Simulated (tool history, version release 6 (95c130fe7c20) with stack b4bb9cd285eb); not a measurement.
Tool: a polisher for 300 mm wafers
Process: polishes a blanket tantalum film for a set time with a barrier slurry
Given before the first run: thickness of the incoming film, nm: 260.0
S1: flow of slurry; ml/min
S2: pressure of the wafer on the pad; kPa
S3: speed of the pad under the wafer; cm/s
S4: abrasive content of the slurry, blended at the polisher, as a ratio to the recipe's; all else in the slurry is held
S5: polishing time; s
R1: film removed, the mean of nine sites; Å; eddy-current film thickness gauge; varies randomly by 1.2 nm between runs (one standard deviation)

| run | hour | S1 | S2 | S3 | S4 | S5 | R1 |
|---|---|---|---|---|---|---|---|
| 1 | 0 | 305 | 14.5 | 100 | 1 | 76 | 1083.6 |
| 2 | 8.2 | 305 | 11.7 | 100 | 1 | 76 | 912.39 |
| 3 | 14.4 | 310 | 14.5 | 102 | 1 | 76 | 1117.1 |
| 4 | 14.9 | 310 | 11.7 | 102 | 1 | 76 | 924.46 |
| 5 | 22.5 | 315 | 14.5 | 104 | 1 | 76 | 1124.9 |
| 6 | 28.7 | 315 | 16.5 | 104 | 1 | 76 | 1251.4 |
|  | 30.2 | worn pad replaced by a new one |
| 7 | 30.2 | 315 | 17.9 | 108 | 1 | 76 | 1471.5 |
| 8 | 31.4 | 315 | 19.3 | 108 | 1 | 76 | 1579 |
| 9 | 38.5 | 315 | 19.3 | 108 | 1 | 76 | 1578.2 |
| 10 | 46.8 | 315 | 20 | 110 | 1 | 76 | 1638.8 |
| 11 | 55.3 | 325 | 20.7 | 112 | 1 | 76 | 1722.8 |
| 12 | 59 | 310 | 21.4 | 112 | 1 | 76 | 1787.4 |

Expected results for the next run?
| 13 | 64.5 | 335 | 21.4 | 112 | 1 | 76 | ? |

R1: 1780.7 Å
